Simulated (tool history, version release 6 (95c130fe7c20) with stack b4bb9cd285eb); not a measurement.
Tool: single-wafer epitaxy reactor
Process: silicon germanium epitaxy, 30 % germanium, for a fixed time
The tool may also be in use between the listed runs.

run  hour  wafer temperature setpoint (pyrometer-controlled) (K)  chamber pressure (mTorr)  mean film thickness on the monitor wafer (Å)
  1   0.0                                                 848.15                     19500                                        347.16
  2   1.0                                                 847.15                     19500                                        342.05
  3   6.5                                                 857.15                     19500                                        411.01
  4  14.5                                                 854.15                     19400                                        388.45
     20.0  -- capacitance manometer re-zeroed and calibrated
  5  20.0                                                 851.15                     19300                                        376.09
  6  24.0                                                 849.15                     19200                                        357.18
  7  26.1                                                 847.15                     19100                                        346.36
  8  33.3                                                 846.15                     19000                                        341.17
  9  40.9                                                 846.15                     19000                                        338.74

Run 10 has not been measured yet. What should we expect?
 10  44.9                                                 845.15                     19000                                             ?

mean film thickness on the monitor wafer (Å): 332.24
